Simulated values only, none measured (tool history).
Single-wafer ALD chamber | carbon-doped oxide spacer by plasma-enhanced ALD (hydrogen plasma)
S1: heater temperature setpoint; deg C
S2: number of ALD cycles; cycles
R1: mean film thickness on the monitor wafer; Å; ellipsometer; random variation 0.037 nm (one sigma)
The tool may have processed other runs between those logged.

Run 1, hour 0.0: S1 410 deg C, S2 267 cycles. Result: R1 138.81 Å.
Run 2, hour 4.9: S1 410 deg C, S2 241 cycles. Result: R1 125.34 Å.
Run 3, hour 11.5: S1 410 deg C, S2 205 cycles. Result: R1 106.99 Å.
Run 4, hour 12.5: S1 407 deg C, S2 217 cycles. Result: R1 113.25 Å.
Run 5, hour 13.8: S1 406 deg C, S2 229 cycles. Result: R1 120.67 Å.
Run 6, hour 15.7: S1 406 deg C, S2 213 cycles. Result: R1 111.64 Å.
Run 7, hour 21.7: S1 404 deg C, S2 225 cycles. Result: R1 119.00 Å.
Run 8, hour 23.4: S1 402 deg C, S2 234 cycles. Result: R1 124.57 Å.

Estimate the outcome of run 9 from the log above:
Run 9, hour 23.9: S1 400 deg C, S2 241 cycles. Result: R1 ?.

{"run 9": {"R1": 129.43}}
